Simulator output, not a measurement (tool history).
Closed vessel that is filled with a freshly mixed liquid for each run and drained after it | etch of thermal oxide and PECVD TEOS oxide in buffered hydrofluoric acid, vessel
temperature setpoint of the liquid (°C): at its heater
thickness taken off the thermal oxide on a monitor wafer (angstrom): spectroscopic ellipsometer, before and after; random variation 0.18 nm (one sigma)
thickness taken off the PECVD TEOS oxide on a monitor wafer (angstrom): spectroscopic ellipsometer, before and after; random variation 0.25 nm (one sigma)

run	day	temperature setpoint of the liquid (°C)	parts of 40 % ammonium fluoride to one part of 49 % hydrofluoric acid (parts by volume)	time in the liquid (s)	thickness taken off the thermal oxide on a monitor wafer (angstrom)	thickness taken off the PECVD TEOS oxide on a monitor wafer (angstrom)
1	0	24	20.5	60	358.56	623.46
2	0.371	26	20.5	60	399.1	681.15
3	0.642	25	21	60	370.45	636.05
4	0.667	25	21	35	216.5	371.63
# day 0.917: hydrofluoric acid flow meter replaced
5	0.917	23	21	35	183.1	319.99
6	1.146	24.5	21	35	198.18	340.69
7	1.421	25	21	35	205.74	354
8	1.521	25.5	21	35	208.75	363.22
9	1.821	26	21	35	217.14	374.07

Run 10, settings as shown, results not yet in. Your forecast:
10	2.192	26.5	21	35	?	?

thickness taken off the thermal oxide on a monitor wafer (angstrom): 224.93
thickness taken off the PECVD TEOS oxide on a monitor wafer (angstrom): 386.08
